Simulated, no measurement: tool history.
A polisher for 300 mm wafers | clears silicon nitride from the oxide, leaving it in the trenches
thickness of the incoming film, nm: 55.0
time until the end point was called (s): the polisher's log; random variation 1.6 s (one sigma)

run  hour  flow of slurry (ml/min)  pressure of the wafer on the pad (kPa)  speed of the pad under the wafer (m/s)  overpolish time after the end point (s)  time until the end point was called (s)
  1   0.0                      305                                    20.0                                    0.80                                       14                                   85.039
  2   6.7                      305                                    19.3                                    0.80                                       14                                   86.215
  3  10.1                      305                                    18.6                                    0.80                                       14                                   87.428
  4  17.7                      305                                    17.2                                    0.80                                       14                                   94.960
  5  25.0                      305                                    17.2                                    0.80                                       14                                   94.590
  6  26.3                      305                                    16.5                                    0.80                                       14                                   99.052
     27.1  -- worn pad replaced by a new one
  7  27.1                      305                                    15.9                                    0.80                                       14                                   96.313
  8  28.1                      305                                    15.2                                    0.80                                       14                                   99.610

Run 9 comes next. What will it give?
  9  35.8                      305                                    14.5                                    0.80                                       14                                        ?

time until the end point was called (s): 103.720
